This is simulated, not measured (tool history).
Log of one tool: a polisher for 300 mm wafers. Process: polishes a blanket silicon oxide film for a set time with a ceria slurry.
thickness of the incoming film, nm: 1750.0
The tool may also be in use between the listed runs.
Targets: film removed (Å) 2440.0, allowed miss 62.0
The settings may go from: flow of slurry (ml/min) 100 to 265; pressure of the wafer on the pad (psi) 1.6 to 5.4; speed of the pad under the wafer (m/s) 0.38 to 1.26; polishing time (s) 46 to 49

| run | hour | flow of slurry (ml/min) | pressure of the wafer on the pad (psi) | speed of the pad under the wafer (m/s) | polishing time (s) | film removed (Å) |
|---|---|---|---|---|---|---|
| 1 | 0.0 | 170 | 3.5 | 0.82 | 46 | 1878.2 |
| 2 | 2.8 | 185 | 3.8 | 0.82 | 46 | 2037.5 |
| 3 | 10.8 | 185 | 4.0 | 0.82 | 46 | 2110.5 |
| 4 | 17.7 | 225 | 4.0 | 0.82 | 46 | 2210.1 |
| 5 | 26.3 | 230 | 4.1 | 0.82 | 46 | 2239.2 |
| 6 | 28.6 | 230 | 4.2 | 0.82 | 46 | 2317.3 |
| 7 | 29.8 | 230 | 4.3 | 0.82 | 46 | 2358.3 |
| 8 | 35.6 | 230 | 4.3 | 0.82 | 46 | 2339.6 |

5 next moves are on the table. One of them brings every result within its allowed miss. Which?
| A | 41.4 | 240 | 4.2 | 0.78 | 47 | ? |
| B | 41.4 | 195 | 3.7 | 0.86 | 49 | ? |
| C | 41.4 | 225 | 4.8 | 0.72 | 46 | ? |
| D | 41.4 | 240 | 4.2 | 0.84 | 47 | ? |
| E | 41.4 | 225 | 4.5 | 0.74 | 46 | ? |

| move | film removed (Å) |
|---|---|
| A | 2253.7 |
| B | 2233.2 |
| C | 2310.5 |
| D | 2421.6 |
| E | 2227.4 |
A: further off than the last run
B: further off than the last run
C: further off than the last run
D: meets every target
E: further off than the last run
Move D is the one to make.

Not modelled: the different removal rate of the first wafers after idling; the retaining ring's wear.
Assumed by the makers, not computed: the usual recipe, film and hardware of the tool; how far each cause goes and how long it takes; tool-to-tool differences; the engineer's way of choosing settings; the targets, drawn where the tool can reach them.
